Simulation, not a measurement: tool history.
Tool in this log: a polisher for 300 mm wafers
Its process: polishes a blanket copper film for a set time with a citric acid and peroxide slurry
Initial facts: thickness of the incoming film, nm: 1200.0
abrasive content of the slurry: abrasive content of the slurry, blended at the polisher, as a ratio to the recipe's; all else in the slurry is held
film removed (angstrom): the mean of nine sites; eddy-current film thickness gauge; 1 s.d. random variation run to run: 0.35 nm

| run | hour | flow of slurry (ml/min) | pressure of the wafer on the pad (psi) | speed of the pad under the wafer (m/s) | abrasive content of the slurry | polishing time (s) | film removed (angstrom) |
|---|---|---|---|---|---|---|---|
| 1 | 0 | 170 | 3.6 | 0.92 | 1 | 25 | 539.16 |
| 2 | 1.2 | 170 | 3.6 | 1.04 | 1 | 25 | 587.45 |
| 3 | 6.9 | 170 | 3.6 | 1.04 | 1.15 | 25 | 602.02 |
| 4 | 9.8 | 145 | 3.6 | 1.04 | 1.15 | 25 | 582.97 |
| 5 | 14 | 145 | 3.6 | 1.26 | 1.15 | 25 | 673.01 |
| 6 | 18.4 | 145 | 3.6 | 1.42 | 1.15 | 25 | 735.57 |
| 7 | 23 | 140 | 3 | 1.4 | 1.15 | 25 | 627.27 |
| 8 | 24.6 | 135 | 2.6 | 1.36 | 1.15 | 25 | 529.77 |
| 9 | 32.7 | 130 | 2.3 | 1.36 | 1.15 | 25 | 468.16 |
| 10 | 41.3 | 125 | 2.2 | 1.36 | 1.15 | 25 | 440 |

Run 11, settings as shown, results not yet in. Your forecast:
| 11 | 46 | 120 | 2.2 | 1.36 | 1.15 | 25 | ? |

Run 11 measured film removed (angstrom) 444.78.
